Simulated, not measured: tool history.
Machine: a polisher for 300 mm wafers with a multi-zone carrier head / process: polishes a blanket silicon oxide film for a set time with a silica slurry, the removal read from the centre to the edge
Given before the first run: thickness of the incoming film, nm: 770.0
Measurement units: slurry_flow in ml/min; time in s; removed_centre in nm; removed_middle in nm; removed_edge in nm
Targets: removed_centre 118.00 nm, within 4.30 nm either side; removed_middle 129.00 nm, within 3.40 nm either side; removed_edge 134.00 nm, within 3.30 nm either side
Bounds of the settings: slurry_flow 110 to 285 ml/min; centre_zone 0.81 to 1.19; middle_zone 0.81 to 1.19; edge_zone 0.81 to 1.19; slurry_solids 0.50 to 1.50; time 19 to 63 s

Run 1, hour 0.0: slurry_flow 180 ml/min, centre_zone 1.00, middle_zone 1.00, edge_zone 1.00, slurry_solids 1.00, time 41 s. Result: removed_centre 109.71 nm, removed_middle 112.63 nm, removed_edge 107.96 nm.
Run 2, hour 2.0: slurry_flow 190 ml/min, centre_zone 0.99, middle_zone 1.00, edge_zone 1.03, slurry_solids 1.05, time 41 s. Result: removed_centre 111.73 nm, removed_middle 115.01 nm, removed_edge 114.10 nm.
Run 3, hour 2.8: slurry_flow 190 ml/min, centre_zone 0.99, middle_zone 1.08, edge_zone 1.03, slurry_solids 1.05, time 41 s. Result: removed_centre 110.29 nm, removed_middle 121.25 nm, removed_edge 115.89 nm.
Run 4, hour 4.7: slurry_flow 200 ml/min, centre_zone 0.99, middle_zone 1.08, edge_zone 1.05, slurry_solids 1.05, time 41 s. Result: removed_centre 112.16 nm, removed_middle 120.70 nm, removed_edge 116.27 nm.
Run 5, hour 12.1: slurry_flow 205 ml/min, centre_zone 0.99, middle_zone 1.09, edge_zone 1.07, slurry_solids 1.05, time 41 s. Result: removed_centre 113.31 nm, removed_middle 122.88 nm, removed_edge 115.73 nm.
Run 6, hour 20.2: slurry_flow 205 ml/min, centre_zone 1.06, middle_zone 1.09, edge_zone 1.07, slurry_solids 1.05, time 41 s. Result: removed_centre 122.01 nm, removed_middle 121.91 nm, removed_edge 118.37 nm.
Run 7, hour 24.4: slurry_flow 200 ml/min, centre_zone 1.05, middle_zone 1.09, edge_zone 1.09, slurry_solids 1.10, time 41 s. Result: removed_centre 120.15 nm, removed_middle 124.96 nm, removed_edge 119.35 nm.
Run 8, hour 25.7: slurry_flow 205 ml/min, centre_zone 1.03, middle_zone 1.07, edge_zone 1.11, slurry_solids 1.15, time 41 s. Result: removed_centre 121.67 nm, removed_middle 125.65 nm, removed_edge 124.16 nm.
Run 9, hour 26.6: slurry_flow 205 ml/min, centre_zone 1.02, middle_zone 1.07, edge_zone 1.12, slurry_solids 1.15, time 41 s. Result: removed_centre 119.86 nm, removed_middle 124.81 nm, removed_edge 124.21 nm.

5 next moves are on the table. One of them brings every result within its allowed miss. Which?
Run A, hour 27.5: slurry_flow 160 ml/min, centre_zone 0.89, middle_zone 0.94, edge_zone 1.19, slurry_solids 1.50, time 43 s. Result: removed_centre ?, removed_middle ?, removed_edge ?.
Run B, hour 27.5: slurry_flow 130 ml/min, centre_zone 0.96, middle_zone 0.98, edge_zone 1.10, slurry_solids 0.85, time 57 s. Result: removed_centre ?, removed_middle ?, removed_edge ?.
Run C, hour 27.5: slurry_flow 165 ml/min, centre_zone 1.00, middle_zone 1.11, edge_zone 1.18, slurry_solids 1.10, time 43 s. Result: removed_centre ?, removed_middle ?, removed_edge ?.
Run D, hour 27.5: slurry_flow 250 ml/min, centre_zone 0.94, middle_zone 1.03, edge_zone 1.19, slurry_solids 1.35, time 40 s. Result: removed_centre ?, removed_middle ?, removed_edge ?.
Run E, hour 27.5: slurry_flow 195 ml/min, centre_zone 0.98, middle_zone 1.16, edge_zone 1.13, slurry_solids 1.20, time 42 s. Result: removed_centre ?, removed_middle ?, removed_edge ?.

move  removed_centre  removed_middle  removed_edge
   A          120.30          130.61        143.66
   B          131.11          138.02        143.78
   C          118.64          129.40        128.22
   D          120.48          131.17        134.64
   E          121.14          137.50        128.76
A: takes the result that was furthest off past its target
B: takes the result that was furthest off past its target
C: closes in on the targets versus the last run, not all within tolerance yet
D: in spec on every target
E: closes in on the targets versus the last run, not all within tolerance yet
So the answer is move D, the one that meets all the targets.

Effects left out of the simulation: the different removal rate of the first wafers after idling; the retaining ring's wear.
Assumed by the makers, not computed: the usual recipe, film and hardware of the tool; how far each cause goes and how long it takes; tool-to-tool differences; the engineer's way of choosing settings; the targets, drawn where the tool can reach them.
